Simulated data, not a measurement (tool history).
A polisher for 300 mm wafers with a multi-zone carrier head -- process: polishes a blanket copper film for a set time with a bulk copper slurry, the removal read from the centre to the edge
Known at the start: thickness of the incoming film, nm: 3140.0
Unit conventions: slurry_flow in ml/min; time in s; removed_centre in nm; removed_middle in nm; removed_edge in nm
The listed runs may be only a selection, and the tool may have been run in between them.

run 1 hour=0.0 | slurry_flow=265 centre_zone=1.00 middle_zone=1.00 edge_zone=1.00 slurry_solids=1.00 time=71 | removed_centre=695.94 removed_middle=705.37 removed_edge=713.21
run 2 hour=1.9 | slurry_flow=265 centre_zone=1.00 middle_zone=0.93 edge_zone=1.00 slurry_solids=1.00 time=71 | removed_centre=694.93 removed_middle=664.59 removed_edge=727.33
run 3 hour=7.2 | slurry_flow=265 centre_zone=1.00 middle_zone=0.93 edge_zone=1.06 slurry_solids=1.00 time=71 | removed_centre=693.41 removed_middle=665.51 removed_edge=728.08
run 4 hour=14.7 | slurry_flow=265 centre_zone=1.00 middle_zone=0.93 edge_zone=1.06 slurry_solids=1.00 time=53 | removed_centre=510.89 removed_middle=491.71 removed_edge=543.28
run 5 hour=17.2 | slurry_flow=265 centre_zone=0.94 middle_zone=0.93 edge_zone=1.06 slurry_solids=1.00 time=53 | removed_centre=479.27 removed_middle=480.93 removed_edge=550.28
run 6 hour=20.9 | slurry_flow=265 centre_zone=0.94 middle_zone=0.93 edge_zone=1.06 slurry_solids=0.90 time=53 | removed_centre=461.16 removed_middle=477.59 removed_edge=539.29
run 7 hour=21.5 | slurry_flow=275 centre_zone=0.97 middle_zone=0.97 edge_zone=1.05 slurry_solids=1.05 time=62 | removed_centre=594.27 removed_middle=593.92 removed_edge=647.10
run 8 hour=29.3 | slurry_flow=290 centre_zone=1.00 middle_zone=1.02 edge_zone=1.05 slurry_solids=1.20 time=66 | removed_centre=657.97 removed_middle=708.76 removed_edge=714.82
run 9 hour=35.7 | slurry_flow=295 centre_zone=1.05 middle_zone=1.01 edge_zone=1.04 slurry_solids=1.30 time=70 | removed_centre=757.10 removed_middle=744.15 removed_edge=780.17
run 10 hour=43.3 | slurry_flow=305 centre_zone=1.09 middle_zone=1.04 edge_zone=1.03 slurry_solids=1.35 time=72 | removed_centre=814.86 removed_middle=805.99 removed_edge=796.68

Run 11 has not been measured yet. What should we expect?
-- hour=46.3 slurry nozzle cleaned
run 11 hour=46.3 | slurry_flow=310 centre_zone=1.12 middle_zone=1.05 edge_zone=1.03 slurry_solids=1.40 time=74 | removed_centre=? removed_middle=? removed_edge=?

{"run 11": {"removed_centre": 895.55, "removed_middle": 832.19, "removed_edge": 821.43}}
